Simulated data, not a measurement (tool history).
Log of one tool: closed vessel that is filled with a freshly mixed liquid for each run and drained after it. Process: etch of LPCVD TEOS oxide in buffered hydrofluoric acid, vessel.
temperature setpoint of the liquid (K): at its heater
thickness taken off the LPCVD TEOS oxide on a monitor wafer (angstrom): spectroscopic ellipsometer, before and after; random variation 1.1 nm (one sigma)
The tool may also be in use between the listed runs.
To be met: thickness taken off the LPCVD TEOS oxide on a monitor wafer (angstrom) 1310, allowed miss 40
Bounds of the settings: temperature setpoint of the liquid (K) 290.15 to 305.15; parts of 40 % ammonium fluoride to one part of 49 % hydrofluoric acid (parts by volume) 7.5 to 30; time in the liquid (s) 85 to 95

| run | hour | temperature setpoint of the liquid (K) | parts of 40 % ammonium fluoride to one part of 49 % hydrofluoric acid (parts by volume) | time in the liquid (s) | thickness taken off the LPCVD TEOS oxide on a monitor wafer (angstrom) |
|---|---|---|---|---|---|
| 1 | 0 | 297.15 | 21 | 85 | 1060.1 |
| 2 | 1.7 | 297.65 | 21 | 85 | 1091.8 |
| 3 | 8.8 | 298.15 | 21 | 85 | 1144.5 |
| 4 | 10.6 | 298.15 | 21 | 85 | 1130.5 |
| 5 | 19.3 | 298.15 | 27 | 85 | 961.64 |
| 6 | 25.5 | 298.15 | 27 | 95 | 1065.1 |
| 7 | 26.8 | 298.65 | 27 | 95 | 1091 |
| 8 | 28.3 | 299.15 | 27 | 95 | 1133.2 |
| 9 | 36.9 | 299.65 | 27 | 95 | 1167.1 |

5 next moves are on the table. One of them brings every result within its allowed miss. Which?
| A | 45.5 | 300.65 | 28 | 95 | ? |
| B | 45.5 | 299.15 | 28 | 90 | ? |
| C | 45.5 | 297.65 | 28 | 90 | ? |
| D | 45.5 | 302.15 | 27.5 | 95 | ? |
| E | 45.5 | 299.15 | 30 | 95 | ? |

| move | thickness taken off the LPCVD TEOS oxide on a monitor wafer (angstrom) |
|---|---|
| A | 1199.3 |
| B | 1047.6 |
| C | 965.21 |
| D | 1315.9 |
| E | 1054.7 |
A: nearer than the last run, and not there yet
B: further off than the last run
C: further off than the last run
D: meets every target
E: further off than the last run
Answer: D
